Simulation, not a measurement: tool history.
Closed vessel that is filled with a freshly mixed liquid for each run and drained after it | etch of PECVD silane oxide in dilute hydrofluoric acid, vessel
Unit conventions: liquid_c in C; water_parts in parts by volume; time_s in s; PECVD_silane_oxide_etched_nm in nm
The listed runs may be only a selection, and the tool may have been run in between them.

{"run": 1, "hour": 0.0, "liquid_c": 21.0, "water_parts": 145, "time_s": 30, "PECVD_silane_oxide_etched_nm": 7.228}
{"run": 2, "hour": 0.9, "liquid_c": 20.5, "water_parts": 155, "time_s": 30, "PECVD_silane_oxide_etched_nm": 6.4888}
{"run": 3, "hour": 4.5, "liquid_c": 18.0, "water_parts": 155, "time_s": 30, "PECVD_silane_oxide_etched_nm": 5.8451}
{"run": 4, "hour": 5.6, "liquid_c": 18.0, "water_parts": 160, "time_s": 30, "PECVD_silane_oxide_etched_nm": 5.6674}
{"hour": 7.6, "done": "hydrofluoric acid flow meter replaced"}
{"run": 5, "hour": 7.6, "liquid_c": 18.0, "water_parts": 110, "time_s": 30, "PECVD_silane_oxide_etched_nm": 9.8733}
{"run": 6, "hour": 14.3, "liquid_c": 18.0, "water_parts": 150, "time_s": 30, "PECVD_silane_oxide_etched_nm": 6.9935}

Run 7, settings as shown, results not yet in. Your forecast:
{"run": 7, "hour": 18.0, "liquid_c": 18.0, "water_parts": 160, "time_s": 30, "PECVD_silane_oxide_etched_nm": "?"}

{"run 7": {"PECVD_silane_oxide_etched_nm": 6.5288}}
